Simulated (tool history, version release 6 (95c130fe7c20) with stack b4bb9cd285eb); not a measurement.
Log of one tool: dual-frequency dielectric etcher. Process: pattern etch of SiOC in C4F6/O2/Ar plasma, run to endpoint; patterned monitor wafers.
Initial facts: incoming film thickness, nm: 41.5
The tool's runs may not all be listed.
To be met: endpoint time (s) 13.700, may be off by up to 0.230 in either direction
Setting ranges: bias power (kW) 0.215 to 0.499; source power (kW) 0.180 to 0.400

run  hour  bias power (kW)  source power (kW)  endpoint time (s)
  1   0.0            0.357              0.290             16.813
  2   6.9            0.378              0.300             15.927
  3  15.5            0.394              0.300             15.565
  4  17.2            0.371              0.300             16.187
  5  22.6            0.388              0.300             15.926
  6  28.6            0.388              0.250             16.835
  7  35.9            0.406              0.260             16.198
  8  39.6            0.406              0.260             16.070
  9  43.3            0.421              0.260             15.986
 10  50.9            0.434              0.270             15.532
 11  57.5            0.445              0.280             15.287
 12  66.1            0.454              0.290             14.896
 13  68.5            0.461              0.300             14.582
 14  70.3            0.467              0.300             14.486

Next run, 5 choices. One meets every target within its allowed miss, the rest don't. Which?
  A  72.1            0.455              0.320                  ?
  B  72.1            0.487              0.300                  ?
  C  72.1            0.409              0.270                  ?
  D  72.1            0.499              0.320                  ?
  E  72.1            0.484              0.310                  ?

move  endpoint time (s)
   A             14.337
   B             14.156
   C             15.902
   D             13.719
   E             14.056
A: an improvement on the last run, though not all results are within tolerance
B: an improvement on the last run, though not all results are within tolerance
C: moves away from the targets compared with the last run
D: each result inside its tolerance
E: an improvement on the last run, though not all results are within tolerance
D meets every target.
